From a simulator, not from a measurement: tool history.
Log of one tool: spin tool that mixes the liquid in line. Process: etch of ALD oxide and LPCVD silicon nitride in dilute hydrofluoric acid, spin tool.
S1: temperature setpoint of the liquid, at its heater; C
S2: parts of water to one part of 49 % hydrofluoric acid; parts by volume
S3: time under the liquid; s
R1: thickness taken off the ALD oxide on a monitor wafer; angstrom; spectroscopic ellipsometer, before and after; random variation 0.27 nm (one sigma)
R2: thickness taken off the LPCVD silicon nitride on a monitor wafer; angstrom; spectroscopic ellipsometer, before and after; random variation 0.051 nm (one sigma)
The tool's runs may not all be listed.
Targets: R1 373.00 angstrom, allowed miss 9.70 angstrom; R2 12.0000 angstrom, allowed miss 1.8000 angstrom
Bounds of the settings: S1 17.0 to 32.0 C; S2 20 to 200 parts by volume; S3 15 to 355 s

{"run": 1, "hour": 0.0, "S1": 24.0, "S2": 110, "S3": 180, "R1": 263.53, "R2": 7.6477}
{"run": 2, "hour": 4.5, "S1": 25.5, "S2": 110, "S3": 180, "R1": 283.16, "R2": 8.3871}
{"run": 3, "hour": 9.1, "S1": 25.5, "S2": 110, "S3": 115, "R1": 180.3, "R2": 5.1609}
{"run": 4, "hour": 17.0, "S1": 27.5, "S2": 95, "S3": 115, "R1": 224.96, "R2": 6.8743}
{"run": 5, "hour": 18.8, "S1": 24.5, "S2": 95, "S3": 115, "R1": 205.6, "R2": 5.9483}
{"run": 6, "hour": 27.6, "S1": 24.5, "S2": 130, "S3": 115, "R1": 142.67, "R2": 4.097}
{"run": 7, "hour": 33.7, "S1": 26.5, "S2": 105, "S3": 115, "R1": 196.07, "R2": 5.8874}
{"run": 8, "hour": 42.6, "S1": 28.0, "S2": 90, "S3": 115, "R1": 243.44, "R2": 7.7208}
{"run": 9, "hour": 44.5, "S1": 30.5, "S2": 50, "S3": 115, "R1": 519.37, "R2": 16.754}
{"run": 10, "hour": 53.1, "S1": 29.0, "S2": 55, "S3": 115, "R1": 438.6, "R2": 13.229}
{"run": 11, "hour": 54.4, "S1": 28.5, "S2": 60, "S3": 115, "R1": 391.87, "R2": 11.73}
{"run": 12, "hour": 60.8, "S1": 28.5, "S2": 65, "S3": 115, "R1": 356.83, "R2": 11.246}

Which of these 5 next moves meets every target?
{"run": "A", "hour": 67.2, "S1": 32.0, "S2": 70, "S3": 105, "R1": "?", "R2": "?"}
{"run": "B", "hour": 67.2, "S1": 28.0, "S2": 70, "S3": 140, "R1": "?", "R2": "?"}
{"run": "C", "hour": 67.2, "S1": 28.0, "S2": 60, "S3": 120, "R1": "?", "R2": "?"}
{"run": "D", "hour": 67.2, "S1": 23.5, "S2": 60, "S3": 125, "R1": "?", "R2": "?"}
{"run": "E", "hour": 67.2, "S1": 31.0, "S2": 55, "S3": 90, "R1": "?", "R2": "?"}

move=A R1=344.81 R2=11.6200
move=B R1=394.11 R2=12.0050
move=C R1=399.79 R2=11.9890
move=D R1=347.45 R2=9.2701
move=E R1=370.60 R2=11.8940
A: further off than the last run
B: takes the result that was furthest off past its target
C: takes the result that was furthest off past its target
D: further off than the last run
E: meets every target
Answer: E
